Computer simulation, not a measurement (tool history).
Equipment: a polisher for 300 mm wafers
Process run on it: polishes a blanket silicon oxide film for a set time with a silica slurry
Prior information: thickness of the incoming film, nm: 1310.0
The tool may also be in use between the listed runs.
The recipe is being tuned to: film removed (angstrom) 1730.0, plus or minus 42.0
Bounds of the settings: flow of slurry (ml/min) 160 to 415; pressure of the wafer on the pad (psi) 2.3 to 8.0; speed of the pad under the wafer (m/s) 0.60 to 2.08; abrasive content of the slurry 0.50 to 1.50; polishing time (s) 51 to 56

run  hour  flow of slurry (ml/min)  pressure of the wafer on the pad (psi)  speed of the pad under the wafer (m/s)  abrasive content of the slurry  polishing time (s)  film removed (angstrom)
  1   0.0                      265                                     5.1                                    1.34                            1.00                  56                   2932.0
  2   2.3                      265                                     5.1                                    1.34                            1.20                  56                   3166.4
  3   7.7                      260                                     4.5                                    1.32                            1.20                  56                   2814.8
  4  10.0                      260                                     5.7                                    1.32                            1.20                  56                   3415.2
  5  13.8                      255                                     5.0                                    1.28                            1.20                  56                   3002.9
  6  20.6                      255                                     4.5                                    1.24                            1.20                  56                   2673.1
  7  28.7                      250                                     4.1                                    1.22                            1.20                  56                   2512.0
  8  32.6                      250                                     4.1                                    1.22                            1.20                  56                   2513.4
  9  41.1                      250                                     3.7                                    1.18                            1.20                  56                   2279.4
 10  48.6                      250                                     3.4                                    1.16                            1.20                  56                   2126.3
 11  49.8                      250                                     3.2                                    1.16                            1.20                  56                   2053.9
 12  54.9                      250                                     3.0                                    1.16                            1.20                  56                   1944.7
 13  60.3                      250                                     2.9                                    1.16                            1.20                  56                   1921.7
 14  62.2                      250                                     2.8                                    1.16                            1.20                  56                   1878.1
 15  68.6                      250                                     2.7                                    1.16                            1.20                  56                   1848.7
 16  75.0                      250                                     2.7                                    1.16                            1.20                  56                   1826.0
 17  81.2                      250                                     2.6                                    1.16                            1.20                  56                   1788.9

Exactly one of the 5 candidate moves below puts every result within its allowed miss. Which one?
  A  87.4                      240                                     2.6                                    1.18                            1.30                  56                        ?
  B  87.4                      330                                     2.7                                    1.18                            1.15                  55                        ?
  C  87.4                      220                                     2.8                                    1.12                            1.30                  56                        ?
  D  87.4                      215                                     2.8                                    1.10                            1.10                  56                        ?
  E  87.4                      235                                     2.6                                    1.10                            1.50                  56                        ?

move  film removed (angstrom)
   A                   1883.8
   B                   1851.5
   C                   1872.0
   D                   1727.8
   E                   1869.9
A: its largest miss is bigger than the last run's
B: its largest miss is bigger than the last run's
C: its largest miss is bigger than the last run's
D: all results in spec
E: its largest miss is bigger than the last run's
So the answer is move D, the one that meets all the targets.
